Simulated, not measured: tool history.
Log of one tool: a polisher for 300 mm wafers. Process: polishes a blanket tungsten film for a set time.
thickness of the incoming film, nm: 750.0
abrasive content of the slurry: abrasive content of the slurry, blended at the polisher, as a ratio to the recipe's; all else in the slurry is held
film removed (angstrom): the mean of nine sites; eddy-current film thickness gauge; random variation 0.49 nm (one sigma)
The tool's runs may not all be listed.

run,hour,flow of slurry (ml/min),pressure of the wafer on the pad (psi),speed of the pad under the wafer (cm/s),abrasive content of the slurry,polishing time (s),film removed (angstrom)
1,0.0,260,2.4,94,1.0,22,611.46
2,6.4,215,2.4,94,1.0,22,588.01
3,7.3,215,2.2,94,1.0,22,548.93
4,10.8,215,2.5,94,1.0,22,607.33
5,16.0,215,2.3,92,1.0,22,567.93
6,22.1,215,2.3,92,0.9,22,539.36
7,25.6,215,2.1,90,0.9,22,501.23

Run 8 comes next. What will it give?
8,30.3,215,2.0,88,0.9,22,?

film removed (angstrom): 454.94
